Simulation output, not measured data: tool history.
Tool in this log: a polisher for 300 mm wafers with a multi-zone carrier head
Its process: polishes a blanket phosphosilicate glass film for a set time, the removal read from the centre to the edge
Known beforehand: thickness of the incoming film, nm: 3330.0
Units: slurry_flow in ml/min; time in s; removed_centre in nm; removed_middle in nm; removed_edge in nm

Run 1, day 0: slurry_flow 210 ml/min, centre_zone 1, middle_zone 1, edge_zone 1, slurry_solids 1, time 57 s. Result: removed_centre 578.41 nm, removed_middle 564.22 nm, removed_edge 565.68 nm.
Run 2, day 0.162: slurry_flow 210 ml/min, centre_zone 1, middle_zone 1, edge_zone 1, slurry_solids 1, time 67 s. Result: removed_centre 672.06 nm, removed_middle 661.21 nm, removed_edge 678.87 nm.
Run 3, day 0.183: slurry_flow 260 ml/min, centre_zone 1, middle_zone 1, edge_zone 1, slurry_solids 1, time 67 s. Result: removed_centre 685.79 nm, removed_middle 681.26 nm, removed_edge 686.98 nm.
Run 4, day 0.462: slurry_flow 260 ml/min, centre_zone 1, middle_zone 1.04, edge_zone 1, slurry_solids 1, time 67 s. Result: removed_centre 684.07 nm, removed_middle 708.08 nm, removed_edge 695.65 nm.
Run 5, day 0.529: slurry_flow 260 ml/min, centre_zone 1, middle_zone 1.04, edge_zone 1, slurry_solids 1, time 77 s. Result: removed_centre 804.59 nm, removed_middle 824.44 nm, removed_edge 800.5 nm.
Run 6, day 0.854: slurry_flow 260 ml/min, centre_zone 0.95, middle_zone 1.05, edge_zone 0.98, slurry_solids 0.85, time 74 s. Result: removed_centre 647.02 nm, removed_middle 706.57 nm, removed_edge 667.76 nm.

Run 7, settings as shown, results not yet in. Your forecast:
Run 7, day 1.212: slurry_flow 200 ml/min, centre_zone 0.85, middle_zone 1.05, edge_zone 0.89, slurry_solids 0.65, time 74 s. Result: removed_centre ?, removed_middle ?, removed_edge ?.

Logged for run 7: removed_centre 437.66 nm, removed_middle 541.84 nm, removed_edge 492.34 nm.
